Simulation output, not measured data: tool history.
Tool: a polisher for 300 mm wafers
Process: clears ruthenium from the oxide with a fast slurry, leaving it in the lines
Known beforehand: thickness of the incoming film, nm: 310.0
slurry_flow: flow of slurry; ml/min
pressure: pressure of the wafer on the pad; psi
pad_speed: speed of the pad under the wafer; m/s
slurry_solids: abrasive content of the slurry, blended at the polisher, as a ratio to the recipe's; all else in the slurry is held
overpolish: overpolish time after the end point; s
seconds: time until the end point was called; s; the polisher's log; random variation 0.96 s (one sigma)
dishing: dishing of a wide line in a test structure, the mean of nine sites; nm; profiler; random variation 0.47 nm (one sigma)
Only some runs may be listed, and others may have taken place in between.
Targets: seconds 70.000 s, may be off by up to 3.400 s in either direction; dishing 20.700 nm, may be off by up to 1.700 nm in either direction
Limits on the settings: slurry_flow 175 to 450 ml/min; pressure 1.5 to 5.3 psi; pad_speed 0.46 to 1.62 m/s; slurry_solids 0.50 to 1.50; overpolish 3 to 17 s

Run 1, hour 0.0: slurry_flow 290 ml/min, pressure 3.4 psi, pad_speed 1.04 m/s, slurry_solids 1.00, overpolish 9 s. Result: seconds 66.383 s, dishing 27.096 nm.
Run 2, hour 3.6: slurry_flow 290 ml/min, pressure 3.3 psi, pad_speed 1.04 m/s, slurry_solids 1.00, overpolish 8 s. Result: seconds 67.570 s, dishing 23.642 nm.
Run 3, hour 9.1: slurry_flow 260 ml/min, pressure 3.3 psi, pad_speed 1.04 m/s, slurry_solids 1.00, overpolish 8 s. Result: seconds 67.891 s, dishing 23.942 nm.
Run 4, hour 13.1: slurry_flow 260 ml/min, pressure 3.3 psi, pad_speed 1.04 m/s, slurry_solids 1.10, overpolish 8 s. Result: seconds 64.919 s, dishing 24.625 nm.
At hour 17.1: slurry blender recalibrated.
Run 5, hour 17.1: slurry_flow 260 ml/min, pressure 3.1 psi, pad_speed 1.04 m/s, slurry_solids 1.10, overpolish 7 s. Result: seconds 56.956 s, dishing 24.710 nm.
Run 6, hour 25.8: slurry_flow 260 ml/min, pressure 3.1 psi, pad_speed 1.04 m/s, slurry_solids 1.10, overpolish 4 s. Result: seconds 56.715 s, dishing 14.995 nm.
Run 7, hour 27.1: slurry_flow 260 ml/min, pressure 3.0 psi, pad_speed 1.04 m/s, slurry_solids 1.10, overpolish 4 s. Result: seconds 58.609 s, dishing 14.851 nm.
Run 8, hour 27.9: slurry_flow 260 ml/min, pressure 2.9 psi, pad_speed 1.04 m/s, slurry_solids 1.10, overpolish 4 s. Result: seconds 60.377 s, dishing 14.174 nm.
Run 9, hour 34.5: slurry_flow 260 ml/min, pressure 2.8 psi, pad_speed 1.02 m/s, slurry_solids 1.10, overpolish 6 s. Result: seconds 63.442 s, dishing 19.298 nm.
Run 10, hour 37.2: slurry_flow 260 ml/min, pressure 2.7 psi, pad_speed 1.02 m/s, slurry_solids 1.10, overpolish 6 s. Result: seconds 64.343 s, dishing 19.388 nm.
Run 11, hour 38.3: slurry_flow 260 ml/min, pressure 2.6 psi, pad_speed 1.02 m/s, slurry_solids 1.10, overpolish 6 s. Result: seconds 66.420 s, dishing 18.833 nm.
Run 12, hour 45.7: slurry_flow 260 ml/min, pressure 2.5 psi, pad_speed 1.02 m/s, slurry_solids 1.10, overpolish 6 s. Result: seconds 68.031 s, dishing 18.318 nm.

Exercise: of the 4 proposed moves below, exactly one satisfies all targets within the stated allowed misses. Which move is it?
Run A, hour 53.1: slurry_flow 255 ml/min, pressure 2.5 psi, pad_speed 0.90 m/s, slurry_solids 1.05, overpolish 9 s. Result: seconds ?, dishing ?.
Run B, hour 53.1: slurry_flow 315 ml/min, pressure 2.5 psi, pad_speed 0.90 m/s, slurry_solids 1.05, overpolish 6 s. Result: seconds ?, dishing ?.
Run C, hour 53.1: slurry_flow 235 ml/min, pressure 2.2 psi, pad_speed 0.98 m/s, slurry_solids 1.15, overpolish 8 s. Result: seconds ?, dishing ?.
Run D, hour 53.1: slurry_flow 185 ml/min, pressure 2.9 psi, pad_speed 0.98 m/s, slurry_solids 0.95, overpolish 7 s. Result: seconds ?, dishing ?.

move  seconds  dishing
   A   78.910   23.953
   B   77.292   16.972
   C   77.556   21.924
   D   70.711   21.137
A: moves the result that the last run missed by most past its target, out the other side
B: moves away from the targets compared with the last run
C: the furthest-off result lands on target, but another misses its tolerance
D: every result lands within tolerance
The right move is D.

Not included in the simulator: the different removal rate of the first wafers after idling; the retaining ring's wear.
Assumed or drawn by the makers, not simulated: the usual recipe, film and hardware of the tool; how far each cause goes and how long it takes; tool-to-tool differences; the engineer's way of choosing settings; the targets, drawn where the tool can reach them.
